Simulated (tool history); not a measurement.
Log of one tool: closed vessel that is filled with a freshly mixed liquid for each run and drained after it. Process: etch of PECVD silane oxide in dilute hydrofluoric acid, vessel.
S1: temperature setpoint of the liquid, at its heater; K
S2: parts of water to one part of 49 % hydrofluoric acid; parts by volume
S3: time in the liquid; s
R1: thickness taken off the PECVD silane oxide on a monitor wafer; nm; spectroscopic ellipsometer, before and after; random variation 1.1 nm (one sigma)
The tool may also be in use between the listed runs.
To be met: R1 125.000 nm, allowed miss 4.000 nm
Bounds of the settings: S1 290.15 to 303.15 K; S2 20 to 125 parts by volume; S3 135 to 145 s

{"run": 1, "hour": 0.0, "S1": 295.15, "S2": 70, "S3": 135, "R1": 95.065}
{"run": 2, "hour": 5.4, "S1": 295.15, "S2": 70, "S3": 145, "R1": 99.894}
{"run": 3, "hour": 11.8, "S1": 296.65, "S2": 70, "S3": 145, "R1": 110.46}
{"run": 4, "hour": 14.1, "S1": 297.65, "S2": 70, "S3": 145, "R1": 113.16}
{"run": 5, "hour": 23.2, "S1": 298.65, "S2": 70, "S3": 145, "R1": 115.83}
{"run": 6, "hour": 30.4, "S1": 298.65, "S2": 60, "S3": 145, "R1": 139.11}
{"run": 7, "hour": 32.7, "S1": 298.65, "S2": 60, "S3": 145, "R1": 135.22}
{"run": 8, "hour": 41.5, "S1": 298.15, "S2": 60, "S3": 145, "R1": 135.62}
{"run": 9, "hour": 42.7, "S1": 297.65, "S2": 60, "S3": 145, "R1": 130.16}
{"run": 10, "hour": 47.4, "S1": 297.15, "S2": 60, "S3": 145, "R1": 131.35}

Which of these 4 next moves meets every target?
{"run": "A", "hour": 52.1, "S1": 296.15, "S2": 55, "S3": 145, "R1": "?"}
{"run": "B", "hour": 52.1, "S1": 297.65, "S2": 60, "S3": 135, "R1": "?"}
{"run": "C", "hour": 52.1, "S1": 297.65, "S2": 60, "S3": 145, "R1": "?"}
{"run": "D", "hour": 52.1, "S1": 293.65, "S2": 55, "S3": 135, "R1": "?"}

move=A R1=137.290
move=B R1=123.790
move=C R1=132.960
move=D R1=115.160
A: further off than the last run
B: meets every target
C: further off than the last run
D: takes the result that was furthest off past its target
Answer: B
